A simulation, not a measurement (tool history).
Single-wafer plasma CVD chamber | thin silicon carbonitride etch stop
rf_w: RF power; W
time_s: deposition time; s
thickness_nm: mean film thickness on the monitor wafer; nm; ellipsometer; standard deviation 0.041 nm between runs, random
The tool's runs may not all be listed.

{"run": 1, "hour": 0.0, "rf_w": 225, "time_s": 18.4, "thickness_nm": 12.264}
{"run": 2, "hour": 1.6, "rf_w": 225, "time_s": 19.7, "thickness_nm": 13.068}
{"run": 3, "hour": 8.1, "rf_w": 225, "time_s": 21.6, "thickness_nm": 14.333}
{"run": 4, "hour": 15.0, "rf_w": 250, "time_s": 21.6, "thickness_nm": 14.824}
{"run": 5, "hour": 15.9, "rf_w": 250, "time_s": 23.9, "thickness_nm": 16.288}
{"run": 6, "hour": 24.4, "rf_w": 240, "time_s": 23.1, "thickness_nm": 15.586}
{"run": 7, "hour": 26.9, "rf_w": 230, "time_s": 22.4, "thickness_nm": 14.989}
{"run": 8, "hour": 28.7, "rf_w": 195, "time_s": 19.5, "thickness_nm": 12.511}
{"run": 9, "hour": 33.4, "rf_w": 190, "time_s": 19.3, "thickness_nm": 12.334}
{"run": 10, "hour": 36.2, "rf_w": 190, "time_s": 19.3, "thickness_nm": 12.255}
{"run": 11, "hour": 43.3, "rf_w": 185, "time_s": 19.2, "thickness_nm": 12.153}
{"run": 12, "hour": 44.0, "rf_w": 185, "time_s": 19.2, "thickness_nm": 12.15}
{"run": 13, "hour": 45.8, "rf_w": 180, "time_s": 19.1, "thickness_nm": 12.03}

Expected results for the next run?
{"run": 14, "hour": 48.5, "rf_w": 175, "time_s": 19.0, "thickness_nm": "?"}

thickness_nm: 11.907 nm
